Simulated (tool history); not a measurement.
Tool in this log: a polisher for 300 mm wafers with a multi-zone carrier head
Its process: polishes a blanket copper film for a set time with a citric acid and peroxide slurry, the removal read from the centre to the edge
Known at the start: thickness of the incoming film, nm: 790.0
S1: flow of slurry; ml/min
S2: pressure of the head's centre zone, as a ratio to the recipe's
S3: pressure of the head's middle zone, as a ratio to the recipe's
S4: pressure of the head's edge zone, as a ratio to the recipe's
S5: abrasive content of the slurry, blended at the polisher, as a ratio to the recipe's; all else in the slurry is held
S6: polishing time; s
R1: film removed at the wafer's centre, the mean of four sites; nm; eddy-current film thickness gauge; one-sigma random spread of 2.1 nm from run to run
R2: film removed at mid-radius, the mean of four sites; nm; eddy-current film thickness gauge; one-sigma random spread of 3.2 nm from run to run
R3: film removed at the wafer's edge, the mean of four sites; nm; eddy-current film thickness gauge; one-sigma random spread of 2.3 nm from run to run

Run 1, hour 0: S1 245 ml/min, S2 1, S3 1, S4 1, S5 1, S6 77 s. Result: R1 205.91 nm, R2 204.05 nm, R3 205.11 nm.
Run 2, hour 8.5: S1 260 ml/min, S2 1.04, S3 1.05, S4 1.05, S5 1.15, S6 81 s. Result: R1 233.8 nm, R2 232.04 nm, R3 230.6 nm.
Run 3, hour 10.7: S1 260 ml/min, S2 1.01, S3 1.05, S4 1.05, S5 1.15, S6 81 s. Result: R1 227.48 nm, R2 230.63 nm, R3 226.54 nm.
Run 4, hour 17.3: S1 260 ml/min, S2 1.1, S3 1.05, S4 1.05, S5 1.15, S6 81 s. Result: R1 249.36 nm, R2 238.49 nm, R3 229.22 nm.
Run 5, hour 20.1: S1 210 ml/min, S2 1.1, S3 1.05, S4 1.05, S5 1.15, S6 81 s. Result: R1 240.52 nm, R2 225.38 nm, R3 225.15 nm.
Run 6, hour 25: S1 210 ml/min, S2 1.1, S3 1.05, S4 0.98, S5 1.15, S6 81 s. Result: R1 243.43 nm, R2 227.44 nm, R3 217.47 nm.

Expected results for the next run?
Run 7, hour 33.2: S1 280 ml/min, S2 1.18, S3 1.15, S4 1.08, S5 1.4, S6 90 s. Result: R1 ?, R2 ?, R3 ?.

R1: 313.08 nm
R2: 292.34 nm
R3: 269.99 nm

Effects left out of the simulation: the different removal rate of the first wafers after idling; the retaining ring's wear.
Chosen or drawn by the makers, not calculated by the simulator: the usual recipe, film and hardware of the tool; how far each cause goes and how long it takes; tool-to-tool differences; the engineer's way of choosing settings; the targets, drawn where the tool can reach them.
